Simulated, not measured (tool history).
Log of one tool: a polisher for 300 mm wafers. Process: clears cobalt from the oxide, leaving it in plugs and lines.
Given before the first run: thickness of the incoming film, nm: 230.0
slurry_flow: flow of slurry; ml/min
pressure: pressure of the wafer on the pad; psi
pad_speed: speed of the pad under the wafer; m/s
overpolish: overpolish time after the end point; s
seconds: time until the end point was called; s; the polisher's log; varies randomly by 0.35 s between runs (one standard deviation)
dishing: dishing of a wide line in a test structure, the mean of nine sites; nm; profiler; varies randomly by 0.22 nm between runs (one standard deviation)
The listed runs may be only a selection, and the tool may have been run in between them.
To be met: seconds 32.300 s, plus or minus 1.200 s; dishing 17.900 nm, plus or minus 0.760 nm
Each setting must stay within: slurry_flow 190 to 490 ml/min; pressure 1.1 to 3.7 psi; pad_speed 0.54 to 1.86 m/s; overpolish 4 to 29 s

| run | hour | slurry_flow | pressure | pad_speed | overpolish | seconds | dishing |
|---|---|---|---|---|---|---|---|
| 1 | 0.0 | 315 | 2.4 | 1.18 | 15 | 28.776 | 30.486 |
| 2 | 1.5 | 315 | 2.4 | 1.48 | 15 | 22.516 | 31.029 |
| 3 | 2.9 | 290 | 2.1 | 1.54 | 13 | 24.731 | 31.056 |
| 4 | 5.1 | 290 | 2.1 | 1.82 | 13 | 20.042 | 30.534 |
| 5 | 8.7 | 335 | 1.9 | 1.80 | 11 | 22.456 | 30.192 |
| 6 | 12.9 | 335 | 2.4 | 1.80 | 11 | 18.746 | 30.844 |
| 7 | 21.6 | 320 | 2.1 | 1.78 | 9 | 20.776 | 29.359 |
| 8 | 28.7 | 290 | 1.9 | 1.74 | 8 | 22.979 | 28.683 |
| 9 | 36.8 | 270 | 1.7 | 1.72 | 7 | 25.327 | 26.126 |
| 10 | 38.5 | 190 | 1.1 | 1.70 | 4 | 34.907 | 17.259 |

Which of these 4 next moves meets every target?
| A | 40.2 | 190 | 1.4 | 1.58 | 4 | ? | ? |
| B | 40.2 | 255 | 1.6 | 1.60 | 4 | ? | ? |
| C | 40.2 | 220 | 1.1 | 1.66 | 5 | ? | ? |
| D | 40.2 | 205 | 1.1 | 1.80 | 5 | ? | ? |

| move | seconds | dishing |
|---|---|---|
| A | 33.074 | 17.665 |
| B | 28.798 | 19.250 |
| C | 35.539 | 19.416 |
| D | 33.169 | 20.210 |
A: hits every target within its allowed miss
B: takes the result that was furthest off past its target
C: moves away from the targets compared with the last run
D: corrects the largest miss of the last run, while another result sits out of spec
The right move is A.

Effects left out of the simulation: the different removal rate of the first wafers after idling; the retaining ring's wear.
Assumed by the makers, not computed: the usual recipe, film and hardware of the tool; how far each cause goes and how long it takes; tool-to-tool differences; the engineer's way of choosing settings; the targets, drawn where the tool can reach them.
